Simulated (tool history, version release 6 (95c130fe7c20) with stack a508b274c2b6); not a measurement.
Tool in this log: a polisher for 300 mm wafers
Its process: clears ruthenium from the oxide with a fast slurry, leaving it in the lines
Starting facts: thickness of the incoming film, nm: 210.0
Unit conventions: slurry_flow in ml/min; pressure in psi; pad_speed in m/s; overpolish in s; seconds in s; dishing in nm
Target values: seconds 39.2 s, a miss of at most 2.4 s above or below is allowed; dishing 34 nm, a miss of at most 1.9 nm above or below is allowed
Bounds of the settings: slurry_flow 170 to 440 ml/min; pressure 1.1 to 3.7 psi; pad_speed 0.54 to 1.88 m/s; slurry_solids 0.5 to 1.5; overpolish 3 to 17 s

| run | hour | slurry_flow | pressure | pad_speed | slurry_solids | overpolish | seconds | dishing |
|---|---|---|---|---|---|---|---|---|
| 1 | 0 | 280 | 2.4 | 1.2 | 1 | 9 | 53.509 | 27.736 |
| 2 | 7.5 | 280 | 2.5 | 1.2 | 1 | 9 | 52.644 | 29.599 |
| 3 | 8.8 | 280 | 2.5 | 1.2 | 1.1 | 9 | 50.961 | 30.131 |
| 4 | 17 | 280 | 2.6 | 1.2 | 1.1 | 9 | 49.247 | 30.394 |
| 5 | 24.3 | 280 | 2.6 | 1.2 | 0.95 | 9 | 54.398 | 29.164 |
| 6 | 28.5 | 280 | 2.8 | 1.22 | 0.95 | 9 | 48.638 | 30.166 |
| 7 | 33.9 | 280 | 2.9 | 1.22 | 0.95 | 9 | 48.409 | 32.487 |
| 8 | 34.4 | 280 | 3 | 1.24 | 0.95 | 9 | 46.542 | 32.402 |
| 9 | 41.9 | 280 | 3.1 | 1.24 | 0.95 | 9 | 44.76 | 33.628 |
| 10 | 49 | 280 | 3.2 | 1.24 | 0.95 | 9 | 44.232 | 33.476 |
| 11 | 52.4 | 280 | 3.3 | 1.24 | 0.95 | 9 | 42.227 | 33.892 |
| 12 | 60.9 | 280 | 3.4 | 1.24 | 0.95 | 9 | 41.926 | 35.431 |

Exercise: of the 4 proposed moves below, exactly one satisfies all targets within the stated allowed misses. Which move is it?
| A | 69.4 | 335 | 3.6 | 0.86 | 1.25 | 10 | ? | ? |
| B | 69.4 | 280 | 3.2 | 1.26 | 1.1 | 10 | ? | ? |
| C | 69.4 | 365 | 3 | 1.42 | 1 | 8 | ? | ? |
| D | 69.4 | 250 | 2.9 | 1.32 | 0.95 | 10 | ? | ? |

| move | seconds | dishing |
|---|---|---|
| A | 49.444 | 33.958 |
| B | 39.843 | 40.755 |
| C | 38.177 | 35.007 |
| D | 44.016 | 37.497 |
A: its largest miss is bigger than the last run's
B: gets the furthest-off result to its target, but another result is out of tolerance
C: hits every target within its allowed miss
D: its largest miss is bigger than the last run's
Move C is the one to make.
